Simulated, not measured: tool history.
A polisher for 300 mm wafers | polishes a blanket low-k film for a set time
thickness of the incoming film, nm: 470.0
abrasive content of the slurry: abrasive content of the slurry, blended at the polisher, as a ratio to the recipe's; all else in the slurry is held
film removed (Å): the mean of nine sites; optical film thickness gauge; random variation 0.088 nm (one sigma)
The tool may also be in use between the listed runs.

run,hour,flow of slurry (ml/min),pressure of the wafer on the pad (psi),speed of the pad under the wafer (m/s),abrasive content of the slurry,polishing time (s),film removed (Å)
1,0,255,1.8,1.06,1,44,195.29
2,6.8,255,1.8,1.06,1,44,194.52
3,9.6,295,1.8,1.06,1,44,199.41
4,10.7,295,2,1.06,1,44,209.45
5,17.6,295,1.8,0.98,1,44,186.14
6,24.5,330,1.8,0.98,1,44,187.82
7,32.5,330,1.6,0.92,1,44,166.86
8,35.6,315,1.1,0.72,1,44,112.65
9,37.4,315,1.1,0.72,1,44,112.72
10,38.4,310,1.1,0.72,1,44,111.69

The next listed run, before its measurement:
11,41.1,305,1.1,0.72,1,44,?

{"run 11": {"film removed (Å)": 112.33}}

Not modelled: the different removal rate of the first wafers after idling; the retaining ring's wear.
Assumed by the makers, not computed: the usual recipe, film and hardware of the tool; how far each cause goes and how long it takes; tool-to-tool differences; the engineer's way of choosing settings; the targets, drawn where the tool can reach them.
